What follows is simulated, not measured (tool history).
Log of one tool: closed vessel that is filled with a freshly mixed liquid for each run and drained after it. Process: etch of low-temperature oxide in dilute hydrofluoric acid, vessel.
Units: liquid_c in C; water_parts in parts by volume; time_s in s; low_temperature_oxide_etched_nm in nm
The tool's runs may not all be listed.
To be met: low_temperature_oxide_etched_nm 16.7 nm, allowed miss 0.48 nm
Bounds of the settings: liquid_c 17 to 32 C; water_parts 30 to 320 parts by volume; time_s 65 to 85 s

run    day  liquid_c  water_parts  time_s  low_temperature_oxide_etched_nm
  1      0        24          175      85                           5.4997
  2  0.183      26.5          135      85                           8.0694
  3  0.442        28          135      85                            8.588
  4  0.546        28          135      85                           8.6699
  5  0.833        28          135      85                           8.5775
  6  0.896        28          135      65                           6.5236
  7  1.167        29          100      70                           10.346
  8  1.492        30           85      70                           13.166
  9  1.846      30.5           80      70                           14.186
 10  1.979        31           75      70                            15.34
 11  2.121      31.5           75      70                           15.687
 12  2.467        32           75      70                           15.892
 13  2.567        32           70      70                            17.51

Which of these 4 next moves meets every target?
  A  2.667      31.5           60      65                                ?
  B  2.667        32           75      85                                ?
  C  2.667        32           90      80                                ?
  D  2.667        30           80      85                                ?

move  low_temperature_oxide_etched_nm
   A                           18.953
   B                           19.742
   C                           15.134
   D                           17.028
A: further off than the last run
B: further off than the last run
C: takes the result that was furthest off past its target
D: meets every target
Move D is the one to make.
